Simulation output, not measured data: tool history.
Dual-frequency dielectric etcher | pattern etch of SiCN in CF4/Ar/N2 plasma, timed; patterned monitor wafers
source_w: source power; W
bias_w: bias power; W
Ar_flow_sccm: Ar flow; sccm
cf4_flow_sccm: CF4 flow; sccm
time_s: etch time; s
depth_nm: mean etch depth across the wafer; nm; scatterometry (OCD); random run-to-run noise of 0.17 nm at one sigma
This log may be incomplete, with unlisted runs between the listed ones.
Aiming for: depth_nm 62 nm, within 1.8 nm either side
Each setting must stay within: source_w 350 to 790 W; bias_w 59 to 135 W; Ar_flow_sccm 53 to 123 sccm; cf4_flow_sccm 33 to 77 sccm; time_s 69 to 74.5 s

| run | hour | source_w | bias_w | Ar_flow_sccm | cf4_flow_sccm | time_s | depth_nm |
|---|---|---|---|---|---|---|---|
| 1 | 0 | 570 | 97 | 88 | 55 | 74.5 | 80.213 |
| 2 | 6.1 | 540 | 96 | 88 | 55 | 74.5 | 75.882 |
| 3 | 8.2 | 520 | 95 | 88 | 55 | 74.5 | 72.674 |
| 4 | 16.7 | 510 | 95 | 88 | 55 | 74.5 | 71.343 |
| 5 | 24.7 | 510 | 95 | 88 | 55 | 74.5 | 71.41 |
| 6 | 25.7 | 510 | 95 | 78 | 55 | 74.5 | 73.079 |
| 7 | 30 | 490 | 95 | 78 | 55 | 74.5 | 70.634 |
| 8 | 34.7 | 480 | 95 | 78 | 55 | 74.5 | 69.348 |
| 9 | 38 | 470 | 95 | 78 | 55 | 74.5 | 67.804 |
| 10 | 40.8 | 470 | 95 | 78 | 55 | 74.5 | 67.522 |
| 11 | 44.2 | 470 | 95 | 78 | 55 | 74.5 | 67.668 |
| 12 | 47.2 | 460 | 95 | 78 | 55 | 74.5 | 66.129 |
| 13 | 52.5 | 460 | 95 | 78 | 55 | 74.5 | 66.242 |
| 14 | 57 | 450 | 95 | 78 | 55 | 74.5 | 64.823 |

Which of these 4 next moves meets every target?
| A | 61.5 | 410 | 103 | 67 | 52 | 69 | ? |
| B | 61.5 | 470 | 92 | 81 | 50 | 74.5 | ? |
| C | 61.5 | 440 | 94 | 80 | 54 | 70 | ? |
| D | 61.5 | 410 | 105 | 68 | 51 | 73 | ? |

| move | depth_nm |
|---|---|
| A | 57.484 |
| B | 64.788 |
| C | 58.542 |
| D | 60.946 |
A: moves the result that the last run missed by most past its target, out the other side
B: no better and no worse than the last run
C: moves the result that the last run missed by most past its target, out the other side
D: every result within its allowed miss
Correct choice: D, which meets every target

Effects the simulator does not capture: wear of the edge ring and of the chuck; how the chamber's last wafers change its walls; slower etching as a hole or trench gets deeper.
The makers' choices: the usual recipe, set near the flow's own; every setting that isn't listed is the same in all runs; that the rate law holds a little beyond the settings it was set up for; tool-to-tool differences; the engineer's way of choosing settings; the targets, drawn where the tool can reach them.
